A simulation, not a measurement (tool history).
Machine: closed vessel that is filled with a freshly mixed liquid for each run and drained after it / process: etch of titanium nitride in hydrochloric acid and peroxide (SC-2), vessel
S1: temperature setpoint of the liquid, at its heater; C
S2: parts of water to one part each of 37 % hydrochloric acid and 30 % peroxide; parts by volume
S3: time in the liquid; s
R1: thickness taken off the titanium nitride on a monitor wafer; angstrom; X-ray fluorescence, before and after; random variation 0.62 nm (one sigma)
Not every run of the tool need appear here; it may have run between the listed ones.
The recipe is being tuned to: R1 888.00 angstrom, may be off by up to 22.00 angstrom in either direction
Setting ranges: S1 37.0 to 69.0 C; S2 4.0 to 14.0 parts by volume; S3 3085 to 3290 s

run,hour,S1,S2,S3,R1
1,0.0,53.0,7.5,3085,624.98
2,5.5,53.0,7.5,3290,664.72
3,8.6,53.5,7.5,3290,685.50
4,15.4,53.5,6.5,3290,771.69
5,21.7,54.0,6.5,3290,789.26
6,30.4,48.0,6.5,3290,537.59
7,37.9,49.0,6.5,3290,572.15
8,40.3,50.0,6.5,3290,615.29
9,43.1,50.5,6.5,3290,632.79
10,51.8,51.0,6.5,3290,661.48
11,54.6,51.0,6.5,3290,657.34
12,63.4,51.5,6.5,3290,672.70
13,65.1,52.0,6.5,3290,698.24
14,69.2,52.5,6.5,3290,713.73
15,78.8,53.0,6.5,3290,745.10
# hour 87.4: chemicals flow meter replaced
16,87.4,53.5,6.5,3290,840.76

Exercise: of the 4 proposed moves below, exactly one satisfies all targets within the stated allowed misses. Which move is it?
A,96.0,54.0,6.5,3195,?
B,96.0,50.0,4.0,3290,?
C,96.0,49.0,4.0,3260,?
D,96.0,54.5,7.5,3120,?

move,R1
A,847.23
B,949.69
C,880.15
D,764.69
A: nearer the targets than the last run, but a result is still out of spec
B: carries the result that was furthest off beyond its target, to the other side
C: every result within its allowed miss
D: the biggest miss grows against the last run
Answer: C
